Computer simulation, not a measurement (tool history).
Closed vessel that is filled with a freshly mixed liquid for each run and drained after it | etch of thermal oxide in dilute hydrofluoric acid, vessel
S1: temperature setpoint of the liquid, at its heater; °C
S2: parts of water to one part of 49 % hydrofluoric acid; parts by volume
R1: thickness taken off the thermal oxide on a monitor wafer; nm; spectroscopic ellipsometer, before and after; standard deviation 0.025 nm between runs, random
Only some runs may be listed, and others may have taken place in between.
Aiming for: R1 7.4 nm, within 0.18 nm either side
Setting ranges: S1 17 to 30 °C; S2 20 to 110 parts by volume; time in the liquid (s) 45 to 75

Run 1, hour 0: S1 22 °C, S2 60 parts by volume, time in the liquid (s) 75. Result: R1 6.3646 nm.
Run 2, hour 0.7: S1 22 °C, S2 40 parts by volume, time in the liquid (s) 75. Result: R1 9.7312 nm.
Run 3, hour 6.7: S1 20.5 °C, S2 40 parts by volume, time in the liquid (s) 75. Result: R1 9.1186 nm.
Run 4, hour 14.2: S1 19.5 °C, S2 40 parts by volume, time in the liquid (s) 75. Result: R1 8.743 nm.
Run 5, hour 17.3: S1 19 °C, S2 40 parts by volume, time in the liquid (s) 75. Result: R1 8.5823 nm.
Run 6, hour 20.4: S1 18.5 °C, S2 40 parts by volume, time in the liquid (s) 75. Result: R1 8.4028 nm.
Run 7, hour 22.5: S1 17 °C, S2 45 parts by volume, time in the liquid (s) 75. Result: R1 6.9301 nm.
Run 8, hour 27.6: S1 17 °C, S2 45 parts by volume, time in the liquid (s) 75. Result: R1 6.9049 nm.

Next run, 4 choices. One meets every target within its allowed miss, the rest don't. Which?
Run A, hour 32.7: S1 17 °C, S2 40 parts by volume, time in the liquid (s) 75. Result: R1 ?.
Run B, hour 32.7: S1 17 °C, S2 45 parts by volume, time in the liquid (s) 70. Result: R1 ?.
Run C, hour 32.7: S1 17 °C, S2 30 parts by volume, time in the liquid (s) 45. Result: R1 ?.
Run D, hour 32.7: S1 17 °C, S2 40 parts by volume, time in the liquid (s) 70. Result: R1 ?.

move      R1
   A  7.8706
   B  6.4946
   C  6.3625
   D  7.3459
A: pushes the last run's worst result past its target
B: further off than the last run
C: further off than the last run
D: all results land within tolerance of their targets
D is the move that brings every result within its allowed miss.

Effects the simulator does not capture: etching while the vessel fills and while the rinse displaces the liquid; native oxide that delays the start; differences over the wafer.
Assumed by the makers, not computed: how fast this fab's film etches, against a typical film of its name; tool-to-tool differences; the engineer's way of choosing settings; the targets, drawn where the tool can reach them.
